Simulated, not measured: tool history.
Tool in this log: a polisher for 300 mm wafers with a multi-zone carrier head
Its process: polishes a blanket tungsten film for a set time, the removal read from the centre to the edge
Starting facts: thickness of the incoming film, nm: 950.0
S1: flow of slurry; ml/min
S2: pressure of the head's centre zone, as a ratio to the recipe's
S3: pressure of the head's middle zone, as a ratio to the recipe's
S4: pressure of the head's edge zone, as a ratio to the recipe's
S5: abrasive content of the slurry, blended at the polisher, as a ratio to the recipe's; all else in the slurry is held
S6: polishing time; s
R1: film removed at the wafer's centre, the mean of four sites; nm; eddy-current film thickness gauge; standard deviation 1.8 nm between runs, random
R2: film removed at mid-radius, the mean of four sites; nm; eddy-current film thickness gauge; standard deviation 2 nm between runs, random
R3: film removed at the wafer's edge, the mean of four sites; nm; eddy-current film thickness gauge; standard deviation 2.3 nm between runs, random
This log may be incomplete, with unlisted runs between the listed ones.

run	hour	S1	S2	S3	S4	S5	S6	R1	R2	R3
1	0.0	190	1.00	1.00	1.00	1.00	34	171.70	177.84	172.93
2	1.9	190	1.00	1.00	1.00	1.00	26	127.99	134.38	131.99
3	9.4	190	1.00	1.00	1.00	1.00	30	149.58	154.99	152.89
4	11.5	200	1.02	1.03	1.02	1.10	30	156.57	159.04	154.22
5	16.9	200	1.05	1.03	1.02	1.10	30	157.55	160.22	157.62
6	24.8	200	1.05	1.03	1.02	1.00	30	158.41	160.18	153.83
7	25.3	205	1.06	1.05	1.03	1.05	31	166.01	170.10	161.66
8	26.4	210	1.07	1.07	1.04	1.10	31	169.73	171.13	161.82
9	34.1	230	1.05	1.16	1.06	1.35	37	206.43	231.27	202.15
10	35.5	230	1.06	1.15	1.06	1.35	37	208.02	226.72	206.56

What does the tool deliver on the next run?
11	41.1	230	1.07	1.15	1.05	1.35	37	?	?	?

R1: 209.93 nm
R2: 228.92 nm
R3: 206.72 nm
